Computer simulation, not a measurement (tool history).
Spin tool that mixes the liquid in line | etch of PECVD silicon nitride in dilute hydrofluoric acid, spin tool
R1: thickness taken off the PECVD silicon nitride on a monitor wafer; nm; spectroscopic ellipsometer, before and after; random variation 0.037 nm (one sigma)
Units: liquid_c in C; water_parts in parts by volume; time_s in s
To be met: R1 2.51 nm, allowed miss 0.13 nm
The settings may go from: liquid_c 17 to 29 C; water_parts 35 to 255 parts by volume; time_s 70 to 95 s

Run 1, hour 0: liquid_c 21 C, water_parts 145 parts by volume, time_s 95 s. Result: R1 0.92614 nm.
Run 2, hour 6: liquid_c 22 C, water_parts 135 parts by volume, time_s 95 s. Result: R1 1.0746 nm.
Run 3, hour 10.9: liquid_c 22 C, water_parts 135 parts by volume, time_s 95 s. Result: R1 1.0943 nm.
Run 4, hour 16.4: liquid_c 23 C, water_parts 130 parts by volume, time_s 95 s. Result: R1 1.1655 nm.
Run 5, hour 22.5: liquid_c 21.5 C, water_parts 130 parts by volume, time_s 95 s. Result: R1 1.093 nm.
Run 6, hour 31.1: liquid_c 21.5 C, water_parts 130 parts by volume, time_s 70 s. Result: R1 0.80355 nm.
Run 7, hour 38.2: liquid_c 22.5 C, water_parts 115 parts by volume, time_s 70 s. Result: R1 0.95138 nm.
Run 8, hour 45.7: liquid_c 23.5 C, water_parts 105 parts by volume, time_s 75 s. Result: R1 1.2216 nm.
Run 9, hour 48.3: liquid_c 24 C, water_parts 100 parts by volume, time_s 75 s. Result: R1 1.2889 nm.
Run 10, hour 49.3: liquid_c 24.5 C, water_parts 95 parts by volume, time_s 75 s. Result: R1 1.4237 nm.
Run 11, hour 54.7: liquid_c 25 C, water_parts 90 parts by volume, time_s 75 s. Result: R1 1.5656 nm.
Run 12, hour 61.9: liquid_c 25.5 C, water_parts 90 parts by volume, time_s 75 s. Result: R1 1.5937 nm.
Run 13, hour 67.2: liquid_c 29 C, water_parts 45 parts by volume, time_s 80 s. Result: R1 4.3029 nm.
Run 14, hour 69.7: liquid_c 28.5 C, water_parts 45 parts by volume, time_s 80 s. Result: R1 4.1172 nm.
Run 15, hour 77.9: liquid_c 28 C, water_parts 45 parts by volume, time_s 80 s. Result: R1 3.9953 nm.
Run 16, hour 80.4: liquid_c 27.5 C, water_parts 45 parts by volume, time_s 80 s. Result: R1 3.9045 nm.
Run 17, hour 85.9: liquid_c 26.5 C, water_parts 45 parts by volume, time_s 80 s. Result: R1 3.6325 nm.
Run 18, hour 88: liquid_c 26.5 C, water_parts 45 parts by volume, time_s 80 s. Result: R1 3.5591 nm.

5 next moves are on the table. One of them brings every result within its allowed miss. Which?
Run A, hour 90.1: liquid_c 26 C, water_parts 55 parts by volume, time_s 70 s. Result: R1 ?.
Run B, hour 90.1: liquid_c 26 C, water_parts 35 parts by volume, time_s 90 s. Result: R1 ?.
Run C, hour 90.1: liquid_c 26 C, water_parts 40 parts by volume, time_s 95 s. Result: R1 ?.
Run D, hour 90.1: liquid_c 29 C, water_parts 45 parts by volume, time_s 95 s. Result: R1 ?.
Run E, hour 90.1: liquid_c 26 C, water_parts 65 parts by volume, time_s 70 s. Result: R1 ?.

move      R1
   A  2.4713
   B  4.9461
   C  4.5834
   D  4.9771
   E  2.0962
A: meets every target
B: further off than the last run
C: further off than the last run
D: further off than the last run
E: takes the result that was furthest off past its target
Move A is the one to make.
